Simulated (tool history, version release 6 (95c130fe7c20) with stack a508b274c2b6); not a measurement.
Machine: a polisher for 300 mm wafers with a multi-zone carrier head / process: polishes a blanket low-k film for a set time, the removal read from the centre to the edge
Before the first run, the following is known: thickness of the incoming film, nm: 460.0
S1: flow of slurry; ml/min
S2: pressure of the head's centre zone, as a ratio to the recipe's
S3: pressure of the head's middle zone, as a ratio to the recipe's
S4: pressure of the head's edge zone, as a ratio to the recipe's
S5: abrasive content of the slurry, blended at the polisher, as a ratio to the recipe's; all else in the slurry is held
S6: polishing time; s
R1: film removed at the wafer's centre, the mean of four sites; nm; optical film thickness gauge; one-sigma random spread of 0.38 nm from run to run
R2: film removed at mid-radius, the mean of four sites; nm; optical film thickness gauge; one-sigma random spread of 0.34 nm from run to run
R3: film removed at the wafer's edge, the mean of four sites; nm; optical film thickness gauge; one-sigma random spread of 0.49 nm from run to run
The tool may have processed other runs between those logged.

run 1 day=0.000 | S1=225 S2=1.00 S3=1.00 S4=1.00 S5=1.00 S6=60 | R1=27.180 R2=26.997 R3=27.013
run 2 day=0.267 | S1=225 S2=1.00 S3=1.00 S4=1.00 S5=0.85 S6=60 | R1=23.899 R2=23.834 R3=23.969
run 3 day=0.504 | S1=225 S2=1.00 S3=1.05 S4=1.00 S5=0.85 S6=60 | R1=23.849 R2=24.845 R3=24.574
run 4 day=0.558 | S1=235 S2=1.04 S3=1.05 S4=1.05 S5=1.05 S6=61 | R1=29.660 R2=29.683 R3=29.193
run 5 day=0.717 | S1=280 S2=1.04 S3=1.05 S4=1.05 S5=1.05 S6=61 | R1=30.677 R2=31.053 R3=29.737
run 6 day=0.762 | S1=270 S2=1.07 S3=1.03 S4=1.09 S5=1.15 S6=62 | R1=33.780 R2=32.311 R3=32.994

Run 7, settings as shown, results not yet in. Your forecast:
run 7 day=1.129 | S1=280 S2=1.10 S3=1.03 S4=1.11 S5=1.25 S6=63 | R1=? R2=? R3=?

Run 7 gave R1 36.840 nm, R2 34.168 nm, R3 35.592 nm.

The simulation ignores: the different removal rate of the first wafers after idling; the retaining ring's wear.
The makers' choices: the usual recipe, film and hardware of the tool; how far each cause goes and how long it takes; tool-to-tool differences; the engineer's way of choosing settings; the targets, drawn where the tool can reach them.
